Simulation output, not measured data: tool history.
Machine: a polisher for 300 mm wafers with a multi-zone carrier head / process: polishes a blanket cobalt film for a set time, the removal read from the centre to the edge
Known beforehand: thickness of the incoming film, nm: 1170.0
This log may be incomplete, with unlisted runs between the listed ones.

run	hour	flow of slurry (ml/min)	pressure of the head's centre zone	pressure of the head's middle zone	pressure of the head's edge zone	polishing time (s)	film removed at the wafer's centre (nm)	film removed at mid-radius (nm)	film removed at the wafer's edge (nm)
1	0	275	1	1	1	72	452.29	435.88	468.78
2	3.5	225	1	1	1	72	439.11	419.95	461.68
3	9.5	225	1	1	1	62	379.81	362.42	398.83
4	14.2	225	1	1	1.02	65	401.72	387.07	427.3
5	18.2	225	1	1	1.04	67	409.38	397.42	441.5
6	21.2	230	1	1	1.06	69	424.6	413.88	455.7
7	26.3	230	1	1	1.06	69	418.87	416.72	450.91
8	28.3	225	0.99	0.99	1.07	72	432.72	418.08	475.92
9	33.2	230	0.99	0.99	1.09	74	451.59	433.74	487.33
10	39.5	230	0.98	0.99	1.1	76	451.88	451.55	510.46
11	43.1	235	0.98	0.99	1.11	77	470.99	465.29	527.28

The next listed run, before its measurement:
12	46.6	240	0.98	0.99	1.12	77	?	?	?

film removed at the wafer's centre (nm): 469.71
film removed at mid-radius (nm): 452.07
film removed at the wafer's edge (nm): 517.95

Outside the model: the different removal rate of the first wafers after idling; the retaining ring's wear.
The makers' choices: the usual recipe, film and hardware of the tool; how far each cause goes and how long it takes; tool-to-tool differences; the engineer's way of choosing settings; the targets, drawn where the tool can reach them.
